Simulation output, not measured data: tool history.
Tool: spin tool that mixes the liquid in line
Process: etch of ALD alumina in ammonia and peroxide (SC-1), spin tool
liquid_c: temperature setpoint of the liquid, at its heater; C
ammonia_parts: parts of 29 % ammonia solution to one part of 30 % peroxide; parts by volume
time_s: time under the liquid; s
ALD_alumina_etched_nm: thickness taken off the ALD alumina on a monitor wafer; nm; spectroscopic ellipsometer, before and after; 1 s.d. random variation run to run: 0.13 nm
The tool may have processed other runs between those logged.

run,hour,liquid_c,ammonia_parts,time_s,ALD_alumina_etched_nm
1,0.0,48.0,0.55,290,10.001
2,7.0,48.0,0.75,290,10.218
3,8.4,49.0,0.75,290,10.650
4,14.6,50.0,0.75,290,11.309
5,18.7,50.0,0.75,290,11.433
6,19.6,50.0,0.95,290,11.607
7,24.5,50.5,0.95,290,11.982
8,28.7,51.0,0.95,290,12.245
9,32.2,51.5,0.95,290,12.507
10,36.8,51.5,0.95,290,12.607

What does the tool deliver on the next run?
11,39.8,52.0,0.95,290,?

ALD_alumina_etched_nm: 12.825 nm
